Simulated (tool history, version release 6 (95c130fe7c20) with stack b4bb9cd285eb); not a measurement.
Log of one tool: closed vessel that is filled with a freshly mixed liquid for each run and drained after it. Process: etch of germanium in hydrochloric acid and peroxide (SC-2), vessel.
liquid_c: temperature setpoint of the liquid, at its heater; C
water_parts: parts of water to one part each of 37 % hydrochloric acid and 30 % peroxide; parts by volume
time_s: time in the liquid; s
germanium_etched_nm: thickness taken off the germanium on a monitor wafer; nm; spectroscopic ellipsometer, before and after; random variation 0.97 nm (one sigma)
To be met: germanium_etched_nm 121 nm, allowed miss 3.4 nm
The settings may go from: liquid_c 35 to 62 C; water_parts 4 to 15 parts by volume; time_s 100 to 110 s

run,hour,liquid_c,water_parts,time_s,germanium_etched_nm
1,0,46,8.5,100,139.42
2,3.9,45,8.5,100,134.08
3,5.3,44.5,8.5,100,130.26
4,10.7,44.5,8.5,110,144.2
5,15.2,44.5,8.5,110,144.37
6,19.6,43.5,8.5,110,139.6
7,27.6,42.5,8.5,110,135.72
8,32.5,42,8.5,110,131.98
9,36.6,41.5,8.5,110,131.56
10,44,41,8.5,110,128.6
11,45.5,40.5,8.5,110,126.88

Which of these 4 next moves meets every target?
A,47,43.5,8.5,110,?
B,47,43.5,5,105,?
C,47,41,5.5,110,?
D,47,40.5,8,105,?

move,germanium_etched_nm
A,138.31
B,134.97
C,129.65
D,119.86
A: further off than the last run
B: further off than the last run
C: further off than the last run
D: meets every target
The right move is D.

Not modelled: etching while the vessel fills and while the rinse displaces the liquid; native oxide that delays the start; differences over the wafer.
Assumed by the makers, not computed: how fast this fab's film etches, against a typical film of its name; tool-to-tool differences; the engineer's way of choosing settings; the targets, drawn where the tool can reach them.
